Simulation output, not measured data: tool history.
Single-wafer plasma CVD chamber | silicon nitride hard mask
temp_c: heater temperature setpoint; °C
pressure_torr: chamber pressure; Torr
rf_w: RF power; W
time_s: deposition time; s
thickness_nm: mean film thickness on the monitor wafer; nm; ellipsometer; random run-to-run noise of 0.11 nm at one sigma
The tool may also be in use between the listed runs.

Run 1, day 0: temp_c 410 °C, pressure_torr 1.27 Torr, rf_w 300 W, time_s 41.5 s. Result: thickness_nm 40.516 nm.
Run 2, day 0.329: temp_c 410 °C, pressure_torr 1.27 Torr, rf_w 265 W, time_s 41.5 s. Result: thickness_nm 38.546 nm.
Run 3, day 0.542: temp_c 403 °C, pressure_torr 1.27 Torr, rf_w 265 W, time_s 41.5 s. Result: thickness_nm 38.789 nm.
Run 4, day 0.746: temp_c 403 °C, pressure_torr 1.41 Torr, rf_w 265 W, time_s 41.5 s. Result: thickness_nm 39.624 nm.
Run 5, day 0.892: temp_c 395 °C, pressure_torr 1.41 Torr, rf_w 265 W, time_s 41.5 s. Result: thickness_nm 39.796 nm.
At day 1.104: RF generator calibrated.
Run 6, day 1.104: temp_c 400 °C, pressure_torr 1.41 Torr, rf_w 265 W, time_s 41.5 s. Result: thickness_nm 40.595 nm.
Run 7, day 1.308: temp_c 400 °C, pressure_torr 1.48 Torr, rf_w 265 W, time_s 41.5 s. Result: thickness_nm 41.003 nm.

Expected results for the next run?
Run 8, day 1.596: temp_c 400 °C, pressure_torr 1.55 Torr, rf_w 265 W, time_s 41.5 s. Result: thickness_nm ?.

thickness_nm: 41.543 nm

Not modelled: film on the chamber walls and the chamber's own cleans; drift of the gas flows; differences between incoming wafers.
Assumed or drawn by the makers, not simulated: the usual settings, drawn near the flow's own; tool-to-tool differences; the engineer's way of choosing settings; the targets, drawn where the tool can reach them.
